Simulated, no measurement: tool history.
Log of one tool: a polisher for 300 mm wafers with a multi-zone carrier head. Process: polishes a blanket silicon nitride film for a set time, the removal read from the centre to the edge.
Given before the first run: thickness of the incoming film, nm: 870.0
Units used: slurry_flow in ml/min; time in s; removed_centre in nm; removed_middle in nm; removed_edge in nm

run 1 hour=0.0 | slurry_flow=220 centre_zone=1.00 middle_zone=1.00 edge_zone=1.00 time=72 | removed_centre=175.74 removed_middle=174.95 removed_edge=172.38
run 2 hour=3.1 | slurry_flow=220 centre_zone=1.00 middle_zone=1.00 edge_zone=0.93 time=72 | removed_centre=171.66 removed_middle=174.34 removed_edge=171.03
run 3 hour=10.9 | slurry_flow=220 centre_zone=0.96 middle_zone=0.97 edge_zone=0.94 time=79 | removed_centre=184.74 removed_middle=184.22 removed_edge=180.99
run 4 hour=14.8 | slurry_flow=220 centre_zone=0.96 middle_zone=0.92 edge_zone=0.94 time=79 | removed_centre=181.11 removed_middle=177.65 removed_edge=184.11
run 5 hour=22.1 | slurry_flow=220 centre_zone=0.96 middle_zone=0.92 edge_zone=0.94 time=71 | removed_centre=166.05 removed_middle=162.29 removed_edge=170.81
run 6 hour=27.6 | slurry_flow=220 centre_zone=0.96 middle_zone=0.89 edge_zone=0.94 time=71 | removed_centre=162.44 removed_middle=156.70 removed_edge=166.09
run 7 hour=31.6 | slurry_flow=215 centre_zone=0.92 middle_zone=0.88 edge_zone=0.98 time=79 | removed_centre=175.67 removed_middle=173.14 removed_edge=188.28
run 8 hour=36.6 | slurry_flow=220 centre_zone=0.91 middle_zone=0.89 edge_zone=1.02 time=83 | removed_centre=179.09 removed_middle=182.94 removed_edge=200.30

Forecast run 9:
run 9 hour=42.2 | slurry_flow=225 centre_zone=0.92 middle_zone=0.90 edge_zone=1.05 time=86 | removed_centre=? removed_middle=? removed_edge=?

{"run 9": {"removed_centre": 191.38, "removed_middle": 195.84, "removed_edge": 215.76}}

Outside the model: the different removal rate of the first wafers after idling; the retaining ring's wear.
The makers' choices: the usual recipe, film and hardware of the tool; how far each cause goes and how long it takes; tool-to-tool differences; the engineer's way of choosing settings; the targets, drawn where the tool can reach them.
